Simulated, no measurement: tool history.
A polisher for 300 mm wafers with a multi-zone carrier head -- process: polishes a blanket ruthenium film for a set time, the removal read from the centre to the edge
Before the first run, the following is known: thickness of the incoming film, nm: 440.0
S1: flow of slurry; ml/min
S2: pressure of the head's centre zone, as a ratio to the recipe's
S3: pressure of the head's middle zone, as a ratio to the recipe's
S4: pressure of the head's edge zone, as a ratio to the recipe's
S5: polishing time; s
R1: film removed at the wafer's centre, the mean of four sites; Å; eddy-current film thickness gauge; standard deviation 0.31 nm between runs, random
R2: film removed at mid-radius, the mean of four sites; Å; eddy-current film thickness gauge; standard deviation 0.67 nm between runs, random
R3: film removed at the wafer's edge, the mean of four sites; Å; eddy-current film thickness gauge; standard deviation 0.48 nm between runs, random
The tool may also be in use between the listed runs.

Run 1, hour 0.0: S1 165 ml/min, S2 1.00, S3 1.00, S4 1.00, S5 71 s. Result: R1 589.95 Å, R2 587.48 Å, R3 601.63 Å.
Run 2, hour 5.0: S1 165 ml/min, S2 0.92, S3 1.00, S4 1.00, S5 71 s. Result: R1 543.55 Å, R2 584.89 Å, R3 600.27 Å.
Run 3, hour 13.1: S1 165 ml/min, S2 0.92, S3 1.00, S4 1.08, S5 71 s. Result: R1 536.56 Å, R2 598.46 Å, R3 627.21 Å.
Run 4, hour 20.6: S1 165 ml/min, S2 0.92, S3 1.00, S4 1.08, S5 81 s. Result: R1 618.35 Å, R2 686.94 Å, R3 730.10 Å.
Run 5, hour 23.3: S1 165 ml/min, S2 0.92, S3 1.00, S4 1.08, S5 75 s. Result: R1 570.05 Å, R2 630.13 Å, R3 665.55 Å.
Run 6, hour 30.1: S1 165 ml/min, S2 0.86, S3 1.00, S4 1.08, S5 75 s. Result: R1 531.96 Å, R2 618.27 Å, R3 665.45 Å.
Run 7, hour 34.2: S1 165 ml/min, S2 0.86, S3 1.01, S4 1.05, S5 73 s. Result: R1 516.47 Å, R2 589.88 Å, R3 641.44 Å.
Run 8, hour 40.8: S1 165 ml/min, S2 0.87, S3 1.03, S4 1.03, S5 71 s. Result: R1 513.88 Å, R2 595.32 Å, R3 624.78 Å.
Run 9, hour 47.1: S1 165 ml/min, S2 0.88, S3 1.05, S4 1.00, S5 69 s. Result: R1 502.82 Å, R2 592.02 Å, R3 584.90 Å.

Run 10 is up next; what results do you expect?
Run 10, hour 50.6: S1 160 ml/min, S2 0.88, S3 1.05, S4 0.98, S5 68 s. Result: R1 ?, R2 ?, R3 ?.

{"run 10": {"R1": 495.3, "R2": 579.65, "R3": 569.0}}
